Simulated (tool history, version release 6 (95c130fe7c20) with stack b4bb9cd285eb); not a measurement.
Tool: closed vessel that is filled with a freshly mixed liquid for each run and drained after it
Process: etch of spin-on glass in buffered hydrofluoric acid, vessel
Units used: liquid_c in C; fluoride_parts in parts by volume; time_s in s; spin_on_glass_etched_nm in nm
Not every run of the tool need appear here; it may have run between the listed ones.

run 1 hour=0 | liquid_c=23 fluoride_parts=17 time_s=100 | spin_on_glass_etched_nm=246.27
run 2 hour=1 | liquid_c=22 fluoride_parts=17 time_s=100 | spin_on_glass_etched_nm=231.07
run 3 hour=3.5 | liquid_c=21.5 fluoride_parts=17 time_s=100 | spin_on_glass_etched_nm=222.19
run 4 hour=10.6 | liquid_c=21.5 fluoride_parts=17 time_s=105 | spin_on_glass_etched_nm=239.93
run 5 hour=12.5 | liquid_c=21.5 fluoride_parts=17 time_s=105 | spin_on_glass_etched_nm=239.98
run 6 hour=21 | liquid_c=21 fluoride_parts=17 time_s=105 | spin_on_glass_etched_nm=227.63

Run 7, settings as shown, results not yet in. Your forecast:
run 7 hour=25.2 | liquid_c=20.5 fluoride_parts=17 time_s=105 | spin_on_glass_etched_nm=?

{"run 7": {"spin_on_glass_etched_nm": 223.38}}
